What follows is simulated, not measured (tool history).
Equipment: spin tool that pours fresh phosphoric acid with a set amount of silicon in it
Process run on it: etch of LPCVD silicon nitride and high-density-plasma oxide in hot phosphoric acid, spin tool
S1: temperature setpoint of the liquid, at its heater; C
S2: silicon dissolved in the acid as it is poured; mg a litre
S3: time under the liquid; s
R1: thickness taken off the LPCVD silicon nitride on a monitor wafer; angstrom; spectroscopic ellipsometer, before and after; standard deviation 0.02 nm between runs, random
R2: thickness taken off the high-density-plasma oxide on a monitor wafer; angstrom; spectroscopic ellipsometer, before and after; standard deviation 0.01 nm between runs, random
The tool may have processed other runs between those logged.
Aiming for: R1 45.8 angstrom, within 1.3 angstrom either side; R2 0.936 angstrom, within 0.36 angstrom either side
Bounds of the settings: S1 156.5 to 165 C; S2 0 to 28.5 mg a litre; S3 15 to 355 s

run	day	S1	S2	S3	R1	R2
1	0	160	12.5	180	126.13	2.8105
2	0.092	159.5	12.5	145	99.749	1.6469
3	0.412	159.5	12.5	100	69.331	1.1842
4	0.7	158.5	12.5	100	66.85	1.1676
5	1.033	158	11	90	58.277	0.85969
# day 1.142: heated supply line repaired
6	1.142	158	8.5	85	62.92	1.5685
7	1.304	158	9	75	55.291	1.3232
8	1.642	157.5	14	50	36.765	0.7553
9	2.012	158	14	50	37.301	0.65973
10	2.338	158.5	13.5	50	37.966	0.91882
11	2.671	158	12.5	50	37.196	0.88926
12	2.871	158	12	55	41.077	1.1366

Below are 4 possible settings for the next run. Only one of them brings all results inside the allowed miss of their targets. Which is it?
A	3.071	161	2	45	?	?
B	3.071	159	19	60	?	?
C	3.071	160	0.5	45	?	?
D	3.071	157	17	60	?	?

move	R1	R2
A	37.015	1.4308
B	46.147	1.1174
C	35.796	1.3665
D	43.123	1.0156
A: lands further from the targets than the last run did
B: meets every target
C: lands further from the targets than the last run did
D: better than the last run, though not everything is in spec
The right move is B.
